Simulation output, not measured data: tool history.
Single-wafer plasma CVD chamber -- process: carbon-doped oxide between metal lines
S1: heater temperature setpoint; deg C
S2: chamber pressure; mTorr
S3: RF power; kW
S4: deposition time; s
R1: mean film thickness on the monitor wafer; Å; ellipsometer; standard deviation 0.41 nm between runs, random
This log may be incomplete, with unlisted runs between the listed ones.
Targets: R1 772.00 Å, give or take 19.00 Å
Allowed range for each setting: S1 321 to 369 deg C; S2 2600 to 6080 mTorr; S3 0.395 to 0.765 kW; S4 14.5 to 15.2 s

run 1 hour=0.0 | S1=345 S2=4340 S3=0.580 S4=15.2 | R1=856.04
run 2 hour=0.7 | S1=336 S2=4340 S3=0.580 S4=15.2 | R1=886.99
run 3 hour=3.8 | S1=341 S2=4090 S3=0.565 S4=15.2 | R1=859.57
run 4 hour=8.8 | S1=345 S2=4060 S3=0.545 S4=15.1 | R1=830.55
run 5 hour=13.1 | S1=345 S2=4060 S3=0.590 S4=15.1 | R1=862.06
run 6 hour=15.0 | S1=348 S2=4030 S3=0.565 S4=15.0 | R1=821.32
run 7 hour=17.2 | S1=350 S2=3980 S3=0.555 S4=15.0 | R1=816.49
run 8 hour=21.2 | S1=352 S2=3950 S3=0.545 S4=15.0 | R1=791.20

Of the 4 settings listed for the next run, only one would bring every result within its allowed miss of target. Which one?
run A hour=25.2 | S1=353 S2=4260 S3=0.525 S4=15.0 | R1=?
run B hour=25.2 | S1=361 S2=4270 S3=0.525 S4=14.5 | R1=?
run C hour=25.2 | S1=351 S2=4660 S3=0.470 S4=14.7 | R1=?
run D hour=25.2 | S1=348 S2=4050 S3=0.485 S4=14.5 | R1=?

move=A R1=781.83
move=B R1=738.68
move=C R1=724.06
move=D R1=725.23
A: meets every target
B: the result that was furthest off in the last run now lies on the other side of its target
C: the result that was furthest off in the last run now lies on the other side of its target
D: the result that was furthest off in the last run now lies on the other side of its target
A meets every target.
